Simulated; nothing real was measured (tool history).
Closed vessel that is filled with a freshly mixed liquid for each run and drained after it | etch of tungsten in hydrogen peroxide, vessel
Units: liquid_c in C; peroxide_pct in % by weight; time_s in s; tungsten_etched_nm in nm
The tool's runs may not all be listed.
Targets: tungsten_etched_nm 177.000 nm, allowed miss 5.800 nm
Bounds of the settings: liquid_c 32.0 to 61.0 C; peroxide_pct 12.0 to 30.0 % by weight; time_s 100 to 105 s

| run | hour | liquid_c | peroxide_pct | time_s | tungsten_etched_nm |
|---|---|---|---|---|---|
| 1 | 0.0 | 45.0 | 21.0 | 100 | 91.069 |
| 2 | 5.7 | 46.5 | 21.0 | 100 | 97.693 |
| 3 | 13.2 | 46.5 | 21.0 | 105 | 103.010 |
| 4 | 14.4 | 48.0 | 21.0 | 105 | 115.860 |
| 5 | 17.8 | 49.0 | 21.0 | 105 | 122.660 |
| 6 | 26.8 | 50.0 | 21.0 | 105 | 130.000 |
| 7 | 34.3 | 51.0 | 21.0 | 105 | 138.620 |
| 8 | 37.4 | 51.0 | 21.0 | 105 | 137.640 |
| 9 | 42.2 | 51.5 | 21.0 | 105 | 140.340 |
| 10 | 51.1 | 52.0 | 21.0 | 105 | 146.990 |
| 11 | 58.5 | 52.5 | 21.0 | 105 | 151.120 |

Which of these 5 next moves meets every target?
| A | 65.9 | 54.5 | 22.5 | 105 | ? |
| B | 65.9 | 57.0 | 21.5 | 100 | ? |
| C | 65.9 | 56.5 | 20.5 | 105 | ? |
| D | 65.9 | 53.0 | 22.5 | 105 | ? |
| E | 65.9 | 54.0 | 21.0 | 105 | ? |

| move | tungsten_etched_nm |
|---|---|
| A | 174.340 |
| B | 188.100 |
| C | 187.290 |
| D | 159.400 |
| E | 163.490 |
A: meets every target
B: takes the result that was furthest off past its target
C: takes the result that was furthest off past its target
D: nearer than the last run, and not there yet
E: nearer than the last run, and not there yet
Move A is the one to make.
